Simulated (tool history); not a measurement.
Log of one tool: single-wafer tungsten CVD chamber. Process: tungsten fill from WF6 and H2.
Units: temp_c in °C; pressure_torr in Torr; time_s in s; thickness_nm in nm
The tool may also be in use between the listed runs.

run  hour  temp_c  pressure_torr  time_s  thickness_nm
  1     0     395           51.9    12.4        43.337
  2   8.4     391           51.2    12.4        39.262
  3  17.2     391           56.3    12.4        41.293
  4  25.9     388           55.8    12.4        38.396
  5  32.6     396           55.8    12.4        45.908
  6    34     396           55.8    12.4        45.924
  7  41.8     392           55.5    12.4        41.775
  8  42.7     389           55.2    12.4        38.852

Forecast run 9:
  9  46.9     386             55    12.4             ?

Run 9 gave thickness_nm 36.42 nm.

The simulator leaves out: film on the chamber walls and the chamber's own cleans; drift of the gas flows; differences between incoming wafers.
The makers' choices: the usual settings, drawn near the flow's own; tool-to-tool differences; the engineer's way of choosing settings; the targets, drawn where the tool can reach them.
